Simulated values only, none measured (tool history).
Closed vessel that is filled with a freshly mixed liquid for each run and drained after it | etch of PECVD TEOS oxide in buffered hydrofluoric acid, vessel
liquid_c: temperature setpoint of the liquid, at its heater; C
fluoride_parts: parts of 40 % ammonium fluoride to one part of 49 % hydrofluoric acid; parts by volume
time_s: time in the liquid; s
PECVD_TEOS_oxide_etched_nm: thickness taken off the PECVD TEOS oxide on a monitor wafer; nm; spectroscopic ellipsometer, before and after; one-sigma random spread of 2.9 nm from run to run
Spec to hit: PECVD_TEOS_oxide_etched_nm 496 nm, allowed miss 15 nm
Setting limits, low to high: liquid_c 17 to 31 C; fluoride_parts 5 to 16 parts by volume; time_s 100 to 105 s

run 1 hour=0 | liquid_c=23 fluoride_parts=9.5 time_s=100 | PECVD_TEOS_oxide_etched_nm=258.47
run 2 hour=1.8 | liquid_c=23 fluoride_parts=8 time_s=100 | PECVD_TEOS_oxide_etched_nm=308.74
run 3 hour=3.6 | liquid_c=23 fluoride_parts=8 time_s=105 | PECVD_TEOS_oxide_etched_nm=322.28
run 4 hour=9.2 | liquid_c=23 fluoride_parts=8 time_s=105 | PECVD_TEOS_oxide_etched_nm=322.3
run 5 hour=16.4 | liquid_c=23 fluoride_parts=9 time_s=105 | PECVD_TEOS_oxide_etched_nm=281.89
run 6 hour=24.2 | liquid_c=23 fluoride_parts=9 time_s=100 | PECVD_TEOS_oxide_etched_nm=271.34
run 7 hour=29.9 | liquid_c=23 fluoride_parts=9 time_s=100 | PECVD_TEOS_oxide_etched_nm=269.48
run 8 hour=38.7 | liquid_c=27 fluoride_parts=6.5 time_s=100 | PECVD_TEOS_oxide_etched_nm=466.54

Which one of the following 5 next-run settings gets every result inside its allowed miss? There is exactly one.
run A hour=47.5 | liquid_c=24 fluoride_parts=5 time_s=100 | PECVD_TEOS_oxide_etched_nm=?
run B hour=47.5 | liquid_c=28 fluoride_parts=6.5 time_s=105 | PECVD_TEOS_oxide_etched_nm=?
run C hour=47.5 | liquid_c=27.5 fluoride_parts=7.5 time_s=105 | PECVD_TEOS_oxide_etched_nm=?
run D hour=47.5 | liquid_c=31 fluoride_parts=8.5 time_s=105 | PECVD_TEOS_oxide_etched_nm=?
run E hour=47.5 | liquid_c=27.5 fluoride_parts=7 time_s=100 | PECVD_TEOS_oxide_etched_nm=?

move=A PECVD_TEOS_oxide_etched_nm=497.41
move=B PECVD_TEOS_oxide_etched_nm=517.81
move=C PECVD_TEOS_oxide_etched_nm=438.96
move=D PECVD_TEOS_oxide_etched_nm=460.96
move=E PECVD_TEOS_oxide_etched_nm=450.35
A: every result within its allowed miss
B: moves the result that the last run missed by most past its target, out the other side
C: moves away from the targets compared with the last run
D: moves away from the targets compared with the last run
E: moves away from the targets compared with the last run
Answer: A
